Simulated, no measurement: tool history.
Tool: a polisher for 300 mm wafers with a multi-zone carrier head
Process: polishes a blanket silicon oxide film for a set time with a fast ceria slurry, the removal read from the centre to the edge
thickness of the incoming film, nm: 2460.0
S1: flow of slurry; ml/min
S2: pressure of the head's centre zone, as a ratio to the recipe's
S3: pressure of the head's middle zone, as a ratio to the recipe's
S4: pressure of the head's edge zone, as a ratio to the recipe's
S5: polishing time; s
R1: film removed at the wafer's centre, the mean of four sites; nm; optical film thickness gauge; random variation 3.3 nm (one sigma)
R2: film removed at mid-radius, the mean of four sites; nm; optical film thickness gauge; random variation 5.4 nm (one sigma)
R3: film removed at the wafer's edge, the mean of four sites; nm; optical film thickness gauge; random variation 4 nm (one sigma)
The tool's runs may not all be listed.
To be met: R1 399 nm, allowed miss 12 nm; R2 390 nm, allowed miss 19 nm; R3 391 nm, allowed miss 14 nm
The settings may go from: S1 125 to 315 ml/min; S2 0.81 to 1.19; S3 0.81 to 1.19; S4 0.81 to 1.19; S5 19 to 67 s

| run | hour | S1 | S2 | S3 | S4 | S5 | R1 | R2 | R3 |
|---|---|---|---|---|---|---|---|---|---|
| 1 | 0 | 205 | 1 | 1 | 1 | 43 | 658.36 | 669.02 | 672.16 |
| 2 | 6.2 | 205 | 1 | 1 | 1.09 | 43 | 663.33 | 663.54 | 691.01 |
| 3 | 10.3 | 205 | 1 | 1.06 | 1.09 | 43 | 656.67 | 702.97 | 707.69 |
| 4 | 13.5 | 205 | 0.94 | 1.06 | 1.09 | 43 | 621.5 | 695.99 | 700.9 |
| 5 | 20.8 | 205 | 0.94 | 1.06 | 1.15 | 43 | 624 | 719.59 | 722.82 |
| 6 | 26.6 | 205 | 0.94 | 1.1 | 1.15 | 43 | 628.25 | 708.1 | 721.87 |
| 7 | 33.7 | 200 | 0.96 | 1.08 | 1.12 | 38 | 554.93 | 621.54 | 623.92 |
| 8 | 36.9 | 195 | 0.97 | 1.05 | 1.08 | 35 | 511.53 | 560.28 | 560.43 |
| 9 | 44.5 | 195 | 0.97 | 1.05 | 1.08 | 35 | 513.78 | 563.63 | 562.68 |
| 10 | 52.4 | 195 | 0.99 | 0.95 | 0.98 | 23 | 347.47 | 348.05 | 354.81 |
| 11 | 60.6 | 205 | 1 | 0.96 | 1 | 23 | 354.85 | 353.81 | 354.99 |
| 12 | 62.4 | 200 | 1.01 | 0.97 | 1.02 | 23 | 361.29 | 357.1 | 360.16 |

5 next moves are on the table. One of them brings every result within its allowed miss. Which?
| A | 64.2 | 205 | 1.04 | 0.91 | 0.99 | 23 | ? | ? | ? |
| B | 64.2 | 175 | 1.11 | 0.81 | 1.1 | 24 | ? | ? | ? |
| C | 64.2 | 250 | 1.01 | 0.96 | 0.99 | 25 | ? | ? | ? |
| D | 64.2 | 185 | 0.98 | 0.95 | 1.1 | 22 | ? | ? | ? |
| E | 64.2 | 280 | 1.12 | 1.19 | 0.82 | 24 | ? | ? | ? |

| move | R1 | R2 | R3 |
|---|---|---|---|
| A | 373.39 | 346.59 | 358.55 |
| B | 403.46 | 330.68 | 384.43 |
| C | 406.42 | 398.98 | 397.7 |
| D | 330.15 | 333.84 | 354.57 |
| E | 439.81 | 440.02 | 356.57 |
A: nearer than the last run, and not there yet
B: brings the result that was furthest off to its target, and leaves another outside
C: meets every target
D: further off than the last run
E: takes the result that was furthest off past its target
Answer: C

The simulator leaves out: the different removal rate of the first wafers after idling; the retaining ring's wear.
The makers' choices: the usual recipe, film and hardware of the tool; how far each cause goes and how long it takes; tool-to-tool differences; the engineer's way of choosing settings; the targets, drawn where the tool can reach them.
